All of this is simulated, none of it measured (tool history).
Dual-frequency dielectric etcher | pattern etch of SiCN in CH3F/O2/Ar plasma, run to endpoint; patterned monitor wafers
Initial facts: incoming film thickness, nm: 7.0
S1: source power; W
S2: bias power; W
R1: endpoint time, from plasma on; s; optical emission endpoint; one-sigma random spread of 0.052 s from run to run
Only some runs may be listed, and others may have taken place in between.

run,hour,S1,S2,R1
1,0.0,420,81,16.881
2,8.0,450,81,16.380
3,10.0,450,94,15.647
4,17.0,460,95,15.391
5,20.1,400,95,16.243
6,21.7,410,96,16.221

Run 7 comes next. What will it give?
7,29.8,420,97,?

{"run 7": {"R1": 15.84}}
